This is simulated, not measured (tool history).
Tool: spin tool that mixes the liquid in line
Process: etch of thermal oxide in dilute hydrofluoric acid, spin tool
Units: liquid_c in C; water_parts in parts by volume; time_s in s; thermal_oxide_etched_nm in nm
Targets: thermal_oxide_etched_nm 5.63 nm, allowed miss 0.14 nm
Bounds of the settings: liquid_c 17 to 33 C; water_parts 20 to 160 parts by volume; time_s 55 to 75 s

{"run": 1, "hour": 0.0, "liquid_c": 25, "water_parts": 90, "time_s": 75, "thermal_oxide_etched_nm": 3.6221}
{"run": 2, "hour": 2.7, "liquid_c": 27.5, "water_parts": 90, "time_s": 75, "thermal_oxide_etched_nm": 3.9651}
{"run": 3, "hour": 8.2, "liquid_c": 27.5, "water_parts": 120, "time_s": 75, "thermal_oxide_etched_nm": 2.8622}
{"run": 4, "hour": 10.0, "liquid_c": 27.5, "water_parts": 145, "time_s": 75, "thermal_oxide_etched_nm": 2.297}
{"run": 5, "hour": 14.3, "liquid_c": 28.5, "water_parts": 135, "time_s": 75, "thermal_oxide_etched_nm": 2.5621}
{"run": 6, "hour": 15.6, "liquid_c": 28.5, "water_parts": 135, "time_s": 75, "thermal_oxide_etched_nm": 2.6077}
{"run": 7, "hour": 21.2, "liquid_c": 29, "water_parts": 125, "time_s": 75, "thermal_oxide_etched_nm": 2.8684}
{"run": 8, "hour": 27.9, "liquid_c": 29.5, "water_parts": 115, "time_s": 75, "thermal_oxide_etched_nm": 3.2339}
{"run": 9, "hour": 34.9, "liquid_c": 30, "water_parts": 110, "time_s": 75, "thermal_oxide_etched_nm": 3.4331}
{"run": 10, "hour": 36.9, "liquid_c": 30.5, "water_parts": 105, "time_s": 75, "thermal_oxide_etched_nm": 3.6921}
{"run": 11, "hour": 40.6, "liquid_c": 31, "water_parts": 100, "time_s": 75, "thermal_oxide_etched_nm": 4.0056}
{"run": 12, "hour": 46.0, "liquid_c": 31.5, "water_parts": 95, "time_s": 75, "thermal_oxide_etched_nm": 4.3422}
{"run": 13, "hour": 48.3, "liquid_c": 31.5, "water_parts": 90, "time_s": 75, "thermal_oxide_etched_nm": 4.6227}
{"run": 14, "hour": 57.3, "liquid_c": 32.5, "water_parts": 80, "time_s": 75, "thermal_oxide_etched_nm": 5.3834}

Which of these 4 next moves meets every target?
{"run": "A", "hour": 66.3, "liquid_c": 33, "water_parts": 70, "time_s": 65, "thermal_oxide_etched_nm": "?"}
{"run": "B", "hour": 66.3, "liquid_c": 31.5, "water_parts": 85, "time_s": 75, "thermal_oxide_etched_nm": "?"}
{"run": "C", "hour": 66.3, "liquid_c": 31.5, "water_parts": 70, "time_s": 75, "thermal_oxide_etched_nm": "?"}
{"run": "D", "hour": 66.3, "liquid_c": 33, "water_parts": 75, "time_s": 75, "thermal_oxide_etched_nm": "?"}

move=A thermal_oxide_etched_nm=5.5474
move=B thermal_oxide_etched_nm=4.8686
move=C thermal_oxide_etched_nm=6.0482
move=D thermal_oxide_etched_nm=5.9268
A: meets every target
B: further off than the last run
C: takes the result that was furthest off past its target
D: takes the result that was furthest off past its target
The right move is A.
